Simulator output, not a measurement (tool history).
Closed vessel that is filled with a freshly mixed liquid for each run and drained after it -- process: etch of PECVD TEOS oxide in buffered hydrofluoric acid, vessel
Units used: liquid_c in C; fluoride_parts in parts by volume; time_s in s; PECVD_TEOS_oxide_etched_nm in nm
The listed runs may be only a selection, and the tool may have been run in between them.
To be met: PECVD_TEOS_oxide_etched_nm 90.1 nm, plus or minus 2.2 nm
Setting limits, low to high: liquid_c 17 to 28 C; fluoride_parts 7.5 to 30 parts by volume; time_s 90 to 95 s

run 1 hour=0 | liquid_c=20 fluoride_parts=22 time_s=90 | PECVD_TEOS_oxide_etched_nm=62.799
run 2 hour=1.2 | liquid_c=21 fluoride_parts=22 time_s=90 | PECVD_TEOS_oxide_etched_nm=66.664
run 3 hour=1.9 | liquid_c=19 fluoride_parts=22 time_s=90 | PECVD_TEOS_oxide_etched_nm=59.522
run 4 hour=6.6 | liquid_c=20 fluoride_parts=22 time_s=90 | PECVD_TEOS_oxide_etched_nm=63.018
run 5 hour=13 | liquid_c=18.5 fluoride_parts=22 time_s=90 | PECVD_TEOS_oxide_etched_nm=58.485
run 6 hour=18.9 | liquid_c=20 fluoride_parts=22 time_s=90 | PECVD_TEOS_oxide_etched_nm=62.938
run 7 hour=20.3 | liquid_c=21 fluoride_parts=22 time_s=90 | PECVD_TEOS_oxide_etched_nm=66.608
run 8 hour=28.3 | liquid_c=25 fluoride_parts=21.5 time_s=90 | PECVD_TEOS_oxide_etched_nm=84.844
run 9 hour=29.9 | liquid_c=25.5 fluoride_parts=21.5 time_s=90 | PECVD_TEOS_oxide_etched_nm=86.168

4 next moves are on the table. One of them brings every result within its allowed miss. Which?
run A hour=31.5 | liquid_c=27.5 fluoride_parts=30 time_s=95 | PECVD_TEOS_oxide_etched_nm=?
run B hour=31.5 | liquid_c=25.5 fluoride_parts=22 time_s=95 | PECVD_TEOS_oxide_etched_nm=?
run C hour=31.5 | liquid_c=25.5 fluoride_parts=22.5 time_s=90 | PECVD_TEOS_oxide_etched_nm=?
run D hour=31.5 | liquid_c=23 fluoride_parts=20 time_s=95 | PECVD_TEOS_oxide_etched_nm=?

move=A PECVD_TEOS_oxide_etched_nm=81.748
move=B PECVD_TEOS_oxide_etched_nm=90.755
move=C PECVD_TEOS_oxide_etched_nm=84.661
move=D PECVD_TEOS_oxide_etched_nm=84.519
A: misses by more than the last run did
B: each result inside its tolerance
C: misses by more than the last run did
D: misses by more than the last run did
The move that meets every target is B.
